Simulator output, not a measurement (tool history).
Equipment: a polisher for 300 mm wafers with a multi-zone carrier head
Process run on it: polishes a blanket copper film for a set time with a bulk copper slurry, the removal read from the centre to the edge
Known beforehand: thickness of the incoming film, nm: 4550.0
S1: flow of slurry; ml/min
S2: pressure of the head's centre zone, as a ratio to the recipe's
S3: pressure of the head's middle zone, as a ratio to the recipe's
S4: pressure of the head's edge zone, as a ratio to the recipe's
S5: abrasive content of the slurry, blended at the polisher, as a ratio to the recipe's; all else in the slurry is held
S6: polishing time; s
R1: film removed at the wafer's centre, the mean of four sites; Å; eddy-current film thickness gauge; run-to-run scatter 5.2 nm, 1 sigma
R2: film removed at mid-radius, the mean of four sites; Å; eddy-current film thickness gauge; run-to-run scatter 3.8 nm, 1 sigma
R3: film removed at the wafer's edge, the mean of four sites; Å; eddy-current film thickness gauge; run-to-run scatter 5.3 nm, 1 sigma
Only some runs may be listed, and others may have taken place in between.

{"run": 1, "day": 0.0, "S1": 195, "S2": 1, "S3": 1, "S4": 1, "S5": 1, "S6": 40, "R1": 3860.9, "R2": 3933.3, "R3": 3835.5}
{"run": 2, "day": 0.158, "S1": 195, "S2": 1, "S3": 1, "S4": 1.05, "S5": 1, "S6": 40, "R1": 3927.8, "R2": 3917.1, "R3": 3897.7}
{"run": 3, "day": 0.396, "S1": 195, "S2": 1, "S3": 1, "S4": 1.01, "S5": 1, "S6": 40, "R1": 3886.9, "R2": 3905.3, "R3": 3743.8}
{"run": 4, "day": 0.683, "S1": 195, "S2": 0.97, "S3": 1, "S4": 1.01, "S5": 1, "S6": 40, "R1": 3814, "R2": 3951.2, "R3": 3843.6}
{"run": 5, "day": 0.996, "S1": 215, "S2": 0.97, "S3": 1, "S4": 1.01, "S5": 1, "S6": 40, "R1": 3806, "R2": 3991.7, "R3": 3913.5}
{"run": 6, "day": 1.371, "S1": 225, "S2": 0.97, "S3": 1.03, "S4": 1.03, "S5": 1.05, "S6": 40, "R1": 3969.6, "R2": 4174.3, "R3": 3976.4}
{"run": 7, "day": 1.642, "S1": 235, "S2": 0.95, "S3": 1.05, "S4": 1.06, "S5": 1.1, "S6": 40, "R1": 3953.1, "R2": 4288, "R3": 4082.1}
{"run": 8, "day": 1.692, "S1": 245, "S2": 0.94, "S3": 1.07, "S4": 1.08, "S5": 1.15, "S6": 40, "R1": 4020.5, "R2": 4459, "R3": 4172.3}
{"run": 9, "day": 1.85, "S1": 250, "S2": 0.93, "S3": 1.08, "S4": 1.1, "S5": 1.2, "S6": 40, "R1": 3951.2, "R2": 4522.5, "R3": 4212.3}
{"run": 10, "day": 1.979, "S1": 255, "S2": 0.93, "S3": 1.09, "S4": 1.11, "S5": 1.25, "S6": 40, "R1": 3972.4, "R2": 4574.4, "R3": 4323.7}
{"run": 11, "day": 2.25, "S1": 260, "S2": 0.93, "S3": 1.1, "S4": 1.12, "S5": 1.3, "S6": 40, "R1": 4100, "R2": 4688.8, "R3": 4381.6}
{"run": 12, "day": 2.562, "S1": 265, "S2": 0.93, "S3": 1.11, "S4": 1.13, "S5": 1.35, "S6": 40, "R1": 4134.8, "R2": 4761.5, "R3": 4406.7}

What does the tool deliver on the next run?
{"run": 13, "day": 2.829, "S1": 270, "S2": 0.93, "S3": 1.12, "S4": 1.14, "S5": 1.35, "S6": 40, "R1": "?", "R2": "?", "R3": "?"}

R1: 4135.9 Å
R2: 4809.5 Å
R3: 4508.6 Å
